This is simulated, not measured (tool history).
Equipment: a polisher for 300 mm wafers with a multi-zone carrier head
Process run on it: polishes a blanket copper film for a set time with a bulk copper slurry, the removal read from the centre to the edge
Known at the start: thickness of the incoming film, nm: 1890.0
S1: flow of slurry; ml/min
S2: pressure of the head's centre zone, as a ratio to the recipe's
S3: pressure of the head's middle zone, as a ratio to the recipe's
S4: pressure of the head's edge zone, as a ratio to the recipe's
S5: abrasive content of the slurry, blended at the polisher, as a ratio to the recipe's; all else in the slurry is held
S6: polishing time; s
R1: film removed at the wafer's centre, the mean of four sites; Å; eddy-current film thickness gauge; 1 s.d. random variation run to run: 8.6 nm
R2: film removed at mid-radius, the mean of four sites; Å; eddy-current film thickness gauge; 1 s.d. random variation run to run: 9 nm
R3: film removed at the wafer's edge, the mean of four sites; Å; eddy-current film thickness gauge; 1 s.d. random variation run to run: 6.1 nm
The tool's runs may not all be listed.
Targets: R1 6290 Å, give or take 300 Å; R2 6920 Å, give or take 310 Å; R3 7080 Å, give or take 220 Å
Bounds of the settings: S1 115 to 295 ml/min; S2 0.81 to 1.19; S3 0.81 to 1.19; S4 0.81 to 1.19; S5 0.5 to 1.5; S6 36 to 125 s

run  hour   S1    S2    S3    S4    S5  S6      R1      R2      R3
  1     0  190     1     1     1     1  80  6245.7  5979.8  5971.4
  2   2.1  190     1     1     1  0.85  80  5934.4  5864.7  5696.1
  3     9  195  0.99  1.01  1.02   0.9  80  5836.2    6062  5792.3
  4  17.1  225  0.99  1.01  1.02   0.9  80  6127.3  6107.9  6011.1
  5  24.3  225  0.99  1.01  1.02  0.75  80  6006.3  5895.5  5758.1
  6    26  225  0.99  1.01  0.94  0.75  80  5850.7  6084.7  5520.5
  7  31.1  230  0.98  1.02  0.96   0.8  80  5718.5  6127.3  5629.4
  8  36.4  230  0.98  1.02  0.96   0.8  80  5987.3  6139.1  5648.7
  9  44.9  230  0.97  1.03  0.98  0.85  80  5925.6  6115.2  5786.6
 10  49.8  230  0.96  1.04  0.99   0.9  81  6009.5  6416.7  5950.9

5 candidate next runs follow, results not yet known. Just one meets every target within its allowed miss. Identify it.
  A  54.7  185  0.83  1.03  1.04   0.6  99   ?   ?   ?
  B  54.7  280  0.92     1  1.03   0.9  87   ?   ?   ?
  C  54.7  295  0.94  1.15     1   0.7  80   ?   ?   ?
  D  54.7  240  1.09  1.14  0.81  0.95  71   ?   ?   ?
  E  54.7  295  0.85  0.93  1.01  1.05  90   ?   ?   ?

move      R1      R2      R3
   A  5692.3  7067.8  6710.5
   B  6335.5    6896  6577.9
   C  5718.4  6740.6  5706.8
   D  6086.7  6152.5  4819.5
   E  6269.4  7019.1  6983.1
A: an improvement on the last run, though not all results are within tolerance
B: an improvement on the last run, though not all results are within tolerance
C: lands further from the targets than the last run did
D: lands further from the targets than the last run did
E: all results in spec
Move E is the one to make.

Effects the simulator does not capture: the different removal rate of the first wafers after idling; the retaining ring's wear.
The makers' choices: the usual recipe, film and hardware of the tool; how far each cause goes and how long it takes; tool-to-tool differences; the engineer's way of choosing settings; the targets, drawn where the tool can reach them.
